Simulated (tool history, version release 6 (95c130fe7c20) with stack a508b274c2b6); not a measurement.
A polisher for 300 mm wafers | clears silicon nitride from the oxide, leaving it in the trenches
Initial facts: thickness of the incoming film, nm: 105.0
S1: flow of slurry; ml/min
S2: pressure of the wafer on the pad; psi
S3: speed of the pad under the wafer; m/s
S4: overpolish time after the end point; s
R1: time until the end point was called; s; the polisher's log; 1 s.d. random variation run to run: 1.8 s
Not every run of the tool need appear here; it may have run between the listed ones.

run 1 hour=0 | S1=220 S2=2.5 S3=0.94 S4=11 | R1=138.4
run 2 hour=2.4 | S1=220 S2=2.5 S3=0.76 S4=11 | R1=174.39
run 3 hour=4.1 | S1=220 S2=2.5 S3=0.88 S4=11 | R1=148.78
run 4 hour=11.5 | S1=260 S2=2.5 S3=0.88 S4=11 | R1=152.25
run 5 hour=15.8 | S1=260 S2=2.5 S3=0.88 S4=11 | R1=148.34
run 6 hour=18.8 | S1=260 S2=2.8 S3=0.9 S4=11 | R1=138.55

Estimate the outcome of run 7 from the log above:
run 7 hour=22.4 | S1=260 S2=2.8 S3=0.9 S4=11 | R1=?

{"run 7": {"R1": 136.78}}
